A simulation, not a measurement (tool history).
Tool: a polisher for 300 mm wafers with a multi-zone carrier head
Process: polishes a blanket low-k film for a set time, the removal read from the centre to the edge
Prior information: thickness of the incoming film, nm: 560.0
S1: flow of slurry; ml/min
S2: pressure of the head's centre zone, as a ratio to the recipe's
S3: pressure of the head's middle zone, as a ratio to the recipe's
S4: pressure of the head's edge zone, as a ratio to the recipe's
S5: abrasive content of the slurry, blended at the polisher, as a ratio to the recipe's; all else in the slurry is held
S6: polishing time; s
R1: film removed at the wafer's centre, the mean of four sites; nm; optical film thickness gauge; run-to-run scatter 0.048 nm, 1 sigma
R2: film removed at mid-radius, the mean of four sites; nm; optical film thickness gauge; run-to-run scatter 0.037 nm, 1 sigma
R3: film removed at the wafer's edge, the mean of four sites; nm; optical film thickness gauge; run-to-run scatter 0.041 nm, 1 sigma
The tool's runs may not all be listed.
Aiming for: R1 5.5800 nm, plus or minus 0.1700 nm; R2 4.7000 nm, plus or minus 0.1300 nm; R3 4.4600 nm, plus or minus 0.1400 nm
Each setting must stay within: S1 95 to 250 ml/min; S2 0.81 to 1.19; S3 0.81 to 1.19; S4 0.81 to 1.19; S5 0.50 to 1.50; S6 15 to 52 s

Run 1, hour 0.0: S1 160 ml/min, S2 1.00, S3 1.00, S4 1.00, S5 1.00, S6 33 s. Result: R1 8.7046 nm, R2 8.1311 nm, R3 8.4210 nm.
Run 2, hour 1.9: S1 190 ml/min, S2 1.00, S3 1.00, S4 1.00, S5 1.00, S6 33 s. Result: R1 8.9301 nm, R2 8.3958 nm, R3 8.7591 nm.
Run 3, hour 6.0: S1 190 ml/min, S2 1.00, S3 1.04, S4 1.00, S5 1.00, S6 33 s. Result: R1 8.8592 nm, R2 8.6318 nm, R3 8.6040 nm.
Run 4, hour 9.8: S1 190 ml/min, S2 1.00, S3 1.04, S4 0.94, S5 1.00, S6 33 s. Result: R1 8.9754 nm, R2 8.6938 nm, R3 8.4877 nm.
Run 5, hour 13.7: S1 190 ml/min, S2 0.97, S3 1.04, S4 0.94, S5 1.00, S6 33 s. Result: R1 8.6781 nm, R2 8.6508 nm, R3 8.2521 nm.
Run 6, hour 20.4: S1 190 ml/min, S2 0.97, S3 1.04, S4 0.94, S5 1.00, S6 37 s. Result: R1 9.5845 nm, R2 9.6883 nm, R3 9.5046 nm.
Run 7, hour 29.0: S1 175 ml/min, S2 0.99, S3 1.02, S4 0.90, S5 0.85, S6 33 s. Result: R1 8.1777 nm, R2 7.9648 nm, R3 7.5054 nm.
Run 8, hour 31.5: S1 160 ml/min, S2 1.00, S3 0.98, S4 0.87, S5 0.75, S6 30 s. Result: R1 7.0349 nm, R2 6.6354 nm, R3 6.4729 nm.
Run 9, hour 39.3: S1 190 ml/min, S2 1.10, S3 0.98, S4 0.81, S5 0.50, S6 20 s. Result: R1 4.5001 nm, R2 3.8690 nm, R3 3.6133 nm.

5 next moves are on the table. One of them brings every result within its allowed miss. Which?
Run A, hour 47.1: S1 190 ml/min, S2 0.95, S3 0.98, S4 0.97, S5 0.50, S6 27 s. Result: R1 ?, R2 ?, R3 ?.
Run B, hour 47.1: S1 170 ml/min, S2 1.11, S3 0.97, S4 0.81, S5 0.55, S6 24 s. Result: R1 ?, R2 ?, R3 ?.
Run C, hour 47.1: S1 170 ml/min, S2 0.92, S3 0.97, S4 0.81, S5 0.55, S6 27 s. Result: R1 ?, R2 ?, R3 ?.
Run D, hour 47.1: S1 135 ml/min, S2 0.99, S3 1.10, S4 0.87, S5 0.85, S6 22 s. Result: R1 ?, R2 ?, R3 ?.
Run E, hour 47.1: S1 180 ml/min, S2 0.81, S3 1.01, S4 0.99, S5 0.75, S6 18 s. Result: R1 ?, R2 ?, R3 ?.

move      R1      R2      R3
   A  5.2742  5.1501  5.2541
   B  5.5822  4.6355  4.4114
   C  5.1976  5.2202  4.9629
   D  5.1502  5.2587  4.7951
   E  3.4921  4.0934  4.1378
A: moves the result that the last run missed by most past its target, out the other side
B: meets every target
C: moves the result that the last run missed by most past its target, out the other side
D: moves the result that the last run missed by most past its target, out the other side
E: the biggest miss grows against the last run
B is the move that brings every result within its allowed miss.

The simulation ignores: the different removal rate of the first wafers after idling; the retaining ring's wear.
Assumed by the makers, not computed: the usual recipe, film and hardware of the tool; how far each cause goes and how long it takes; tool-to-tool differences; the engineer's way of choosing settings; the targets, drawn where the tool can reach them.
